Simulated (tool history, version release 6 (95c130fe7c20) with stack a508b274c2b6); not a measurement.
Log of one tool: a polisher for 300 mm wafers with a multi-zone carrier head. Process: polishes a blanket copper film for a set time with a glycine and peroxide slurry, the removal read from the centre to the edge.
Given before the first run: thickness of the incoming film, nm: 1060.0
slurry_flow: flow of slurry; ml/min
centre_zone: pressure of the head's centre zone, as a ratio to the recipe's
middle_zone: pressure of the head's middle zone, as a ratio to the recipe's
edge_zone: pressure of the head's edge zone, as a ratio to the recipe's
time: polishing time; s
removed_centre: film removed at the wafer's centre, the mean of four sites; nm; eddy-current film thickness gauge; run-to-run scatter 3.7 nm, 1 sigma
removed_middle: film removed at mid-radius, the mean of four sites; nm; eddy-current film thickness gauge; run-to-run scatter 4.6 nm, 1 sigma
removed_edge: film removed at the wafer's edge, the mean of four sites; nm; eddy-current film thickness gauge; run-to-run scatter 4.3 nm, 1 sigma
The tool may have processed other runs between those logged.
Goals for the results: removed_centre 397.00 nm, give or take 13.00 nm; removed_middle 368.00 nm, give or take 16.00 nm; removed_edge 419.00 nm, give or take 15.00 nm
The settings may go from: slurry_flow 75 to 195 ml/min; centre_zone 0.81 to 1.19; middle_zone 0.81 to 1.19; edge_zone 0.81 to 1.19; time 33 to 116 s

run  hour  slurry_flow  centre_zone  middle_zone  edge_zone  time  removed_centre  removed_middle  removed_edge
  1   0.0          125         1.00         1.00       1.00    74          283.53          285.00        291.82
  2   1.6          130         1.01         0.99       1.02    77          299.36          288.47        304.73
  3   5.5          130         1.01         1.07       1.02    77          298.01          304.09        301.70
  4   7.2          130         1.01         1.14       1.02    77          300.75          330.38        299.90
  5  10.7          135         1.01         1.12       1.04    80          314.35          331.92        318.50
  6  11.3          140         1.01         1.11       1.06    82          325.73          345.18        328.35
  7  19.2          140         1.01         1.09       1.08    84          330.03          349.82        341.45
  8  27.4          145         1.02         1.07       1.10    86          347.21          353.99        358.51
  9  30.7          150         1.02         1.06       1.11    87          345.01          372.15        367.01

Below are 5 possible settings for the next run. Only one of them brings all results inside the allowed miss of their targets. Which is it?
  A  34.0          105         1.17         1.01       1.01   103               ?               ?             ?
  B  34.0          105         1.11         0.90       1.11   104               ?               ?             ?
  C  34.0          100         1.06         0.95       1.15   103               ?               ?             ?
  D  34.0          195         0.85         1.18       1.17    79               ?               ?             ?
  E  34.0          195         1.12         1.19       0.98    80               ?               ?             ?

move  removed_centre  removed_middle  removed_edge
   A          427.26          394.48        395.46
   B          412.89          367.18        417.68
   C          389.33          373.87        417.56
   D          286.85          377.79        349.88
   E          361.90          384.67        326.16
A: pushes the last run's worst result past its target
B: pushes the last run's worst result past its target
C: every result within its allowed miss
D: misses by more than the last run did
E: misses by more than the last run did
So the answer is move C, the one that meets all the targets.
